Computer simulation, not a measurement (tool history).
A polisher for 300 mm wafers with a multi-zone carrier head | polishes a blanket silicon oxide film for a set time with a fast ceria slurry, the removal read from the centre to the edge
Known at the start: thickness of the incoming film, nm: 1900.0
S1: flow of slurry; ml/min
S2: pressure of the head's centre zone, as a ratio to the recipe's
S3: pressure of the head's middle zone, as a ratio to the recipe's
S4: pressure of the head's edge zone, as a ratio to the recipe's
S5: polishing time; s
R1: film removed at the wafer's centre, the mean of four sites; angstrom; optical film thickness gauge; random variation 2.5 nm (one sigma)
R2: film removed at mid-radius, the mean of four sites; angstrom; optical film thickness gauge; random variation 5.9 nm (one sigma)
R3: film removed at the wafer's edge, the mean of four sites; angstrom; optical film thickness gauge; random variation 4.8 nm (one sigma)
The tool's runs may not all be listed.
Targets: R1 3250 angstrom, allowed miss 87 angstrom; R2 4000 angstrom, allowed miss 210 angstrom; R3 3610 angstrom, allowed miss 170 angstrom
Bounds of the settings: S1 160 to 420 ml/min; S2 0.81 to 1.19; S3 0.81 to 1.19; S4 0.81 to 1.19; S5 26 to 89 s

run,hour,S1,S2,S3,S4,S5,R1,R2,R3
1,0,270,1,1,1,57,4502.5,4448.9,4630.4
2,8.9,270,1,1,1.06,57,4489.1,4592.4,4739.4
3,13.5,270,0.97,1.03,1.02,54,4126.3,4520.9,4441.9
4,21.5,270,0.95,1.04,0.99,52,3877.7,4345.5,4119.2
5,29.9,265,0.92,1.03,0.96,51,3680.9,4159.2,3977.4
6,31.6,265,0.92,1.07,0.96,51,3701,4204.3,3952.5
7,33.6,260,0.9,1.07,0.94,51,3606,4372.7,3968
8,35,260,0.89,1.06,0.92,50,3455.9,4172.1,3867.3
9,37.4,260,0.89,1.06,0.9,49,3412.8,4130.1,3733.8
# hour 38: slurry nozzle cleaned
10,38,255,0.88,1.06,0.89,49,3493,4169.1,3933.2

5 next moves are on the table. One of them brings every result within its allowed miss. Which?
A,38.6,340,1,1.14,0.95,44,?,?,?
B,38.6,380,0.98,1.09,0.9,44,?,?,?
C,38.6,225,0.87,1.07,0.91,46,?,?,?
D,38.6,270,0.81,1.08,1,49,?,?,?
E,38.6,210,1.1,1.09,0.97,45,?,?,?

move,R1,R2,R3
A,3643.3,4023.1,3728.7
B,3597.1,3903.4,3676.4
C,3201.8,3875,3753.6
D,3221.7,4217.7,4187.8
E,3944.8,3824.5,3746.1
A: further off than the last run
B: further off than the last run
C: meets every target
D: brings the result that was furthest off to its target, and leaves another outside
E: further off than the last run
Move C is the one to make.
